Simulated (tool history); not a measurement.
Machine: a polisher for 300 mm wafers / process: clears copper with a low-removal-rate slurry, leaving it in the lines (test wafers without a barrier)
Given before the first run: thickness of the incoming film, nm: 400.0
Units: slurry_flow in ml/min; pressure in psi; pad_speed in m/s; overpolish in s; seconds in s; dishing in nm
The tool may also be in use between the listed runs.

run  hour  slurry_flow  pressure  pad_speed  slurry_solids  overpolish  seconds  dishing
  1   0.0          310       3.8       1.08            1.0           9   95.504   30.729
  2   5.5          310       4.3       1.08            1.0           9   85.140   35.975
  3   9.2          310       4.3       1.08            1.2           9   81.289   37.102
  4  13.6          350       4.3       1.08            1.2           9   80.579   37.363
     17.7  -- slurry blender recalibrated
  5  17.7          350       4.3       1.08            1.2           6   78.486   27.457
  6  21.4          365       4.1       1.14            1.2           6   77.579   26.304
  7  24.7          380       4.0       1.20            1.2           6   76.209   26.866

Run 8 comes next. What will it give?
  8  31.2          390       3.9       1.26            1.2           6        ?        ?

{"run 8": {"seconds": 76.118, "dishing": 28.263}}
